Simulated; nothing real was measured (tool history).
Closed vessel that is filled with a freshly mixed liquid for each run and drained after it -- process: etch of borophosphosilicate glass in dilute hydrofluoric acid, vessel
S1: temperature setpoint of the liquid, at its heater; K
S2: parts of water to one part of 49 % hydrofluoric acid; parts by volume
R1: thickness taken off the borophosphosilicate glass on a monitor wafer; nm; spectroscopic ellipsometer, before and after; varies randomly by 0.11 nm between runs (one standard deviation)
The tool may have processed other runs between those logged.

{"run": 1, "hour": 0.0, "S1": 297.15, "S2": 265, "time in the liquid (s)": 195, "R1": 40.139}
{"run": 2, "hour": 8.0, "S1": 297.15, "S2": 215, "time in the liquid (s)": 195, "R1": 52.098}
{"run": 3, "hour": 10.3, "S1": 295.65, "S2": 235, "time in the liquid (s)": 195, "R1": 44.319}
{"run": 4, "hour": 17.3, "S1": 295.65, "S2": 235, "time in the liquid (s)": 195, "R1": 44.3}
{"run": 5, "hour": 21.6, "S1": 295.65, "S2": 235, "time in the liquid (s)": 195, "R1": 44.182}
{"run": 6, "hour": 23.8, "S1": 294.65, "S2": 250, "time in the liquid (s)": 195, "R1": 39.464}
{"run": 7, "hour": 30.6, "S1": 293.65, "S2": 260, "time in the liquid (s)": 195, "R1": 36.244}
{"run": 8, "hour": 38.4, "S1": 293.15, "S2": 270, "time in the liquid (s)": 195, "R1": 33.753}

Run 9 is up next; what results do you expect?
{"run": 9, "hour": 41.8, "S1": 292.65, "S2": 275, "time in the liquid (s)": 195, "R1": "?"}

{"run 9": {"R1": 32.388}}

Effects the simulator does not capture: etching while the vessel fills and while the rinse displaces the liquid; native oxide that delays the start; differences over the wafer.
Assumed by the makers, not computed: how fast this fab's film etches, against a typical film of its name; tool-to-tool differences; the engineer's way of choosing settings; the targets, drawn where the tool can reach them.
